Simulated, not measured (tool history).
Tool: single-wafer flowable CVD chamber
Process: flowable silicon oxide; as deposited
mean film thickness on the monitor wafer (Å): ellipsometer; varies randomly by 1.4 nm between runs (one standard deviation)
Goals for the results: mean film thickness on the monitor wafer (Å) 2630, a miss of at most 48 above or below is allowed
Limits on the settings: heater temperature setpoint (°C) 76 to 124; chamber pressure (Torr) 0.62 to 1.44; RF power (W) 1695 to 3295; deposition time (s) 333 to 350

run,day,heater temperature setpoint (°C),chamber pressure (Torr),RF power (W),deposition time (s),mean film thickness on the monitor wafer (Å)
1,0,100,1.03,2495,350,3027.6
2,0.1,100,1.03,2285,350,3002.6
3,0.154,101,1.03,2285,350,2913.8
4,0.475,101,1.13,2285,350,3152.4
5,0.521,92,1.13,2285,350,4098.3
6,0.679,92,1.13,2285,350,4127.9
7,0.917,95,1.13,2285,350,3792
8,0.975,97,1.13,2285,350,3558
9,1.129,97,1.13,2285,350,3551.9
10,1.304,99,1.13,2285,350,3389

Which of these 5 next moves meets every target?
A,1.479,103,1.08,2325,337,?
B,1.479,105,1.03,2160,339,?
C,1.479,99,0.91,2635,333,?
D,1.479,112,1.33,2155,333,?
E,1.479,101,0.92,2210,345,?

move,mean film thickness on the monitor wafer (Å)
A,2744.4
B,2467.7
C,2621.7
D,2515.5
E,2536.2
A: closer than the last run, but not yet in spec
B: takes the biggest miss from the last run beyond its target
C: every result lands within tolerance
D: takes the biggest miss from the last run beyond its target
E: takes the biggest miss from the last run beyond its target
Go with C: it meets all targets.
